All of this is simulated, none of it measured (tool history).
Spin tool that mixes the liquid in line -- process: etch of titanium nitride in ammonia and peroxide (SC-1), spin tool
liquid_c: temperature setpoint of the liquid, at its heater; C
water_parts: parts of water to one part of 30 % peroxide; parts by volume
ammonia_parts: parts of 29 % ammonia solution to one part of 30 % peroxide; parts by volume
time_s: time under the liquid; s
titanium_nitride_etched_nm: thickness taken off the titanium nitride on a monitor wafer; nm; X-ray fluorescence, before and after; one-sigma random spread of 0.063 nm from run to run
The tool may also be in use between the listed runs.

run,hour,liquid_c,water_parts,ammonia_parts,time_s,titanium_nitride_etched_nm
1,0.0,57.0,20.0,0.7,60,7.0065
2,4.6,58.5,20.0,0.7,60,7.7205
3,8.5,60.0,20.0,0.7,60,8.5689
4,13.7,60.0,20.0,0.7,65,9.3467
5,18.3,60.0,15.5,0.7,65,10.6220
6,21.6,60.0,21.5,0.7,65,8.9053

For run 7, what comes out?
7,22.8,61.0,21.5,0.7,65,?

{"run 7": {"titanium_nitride_etched_nm": 9.5609}}

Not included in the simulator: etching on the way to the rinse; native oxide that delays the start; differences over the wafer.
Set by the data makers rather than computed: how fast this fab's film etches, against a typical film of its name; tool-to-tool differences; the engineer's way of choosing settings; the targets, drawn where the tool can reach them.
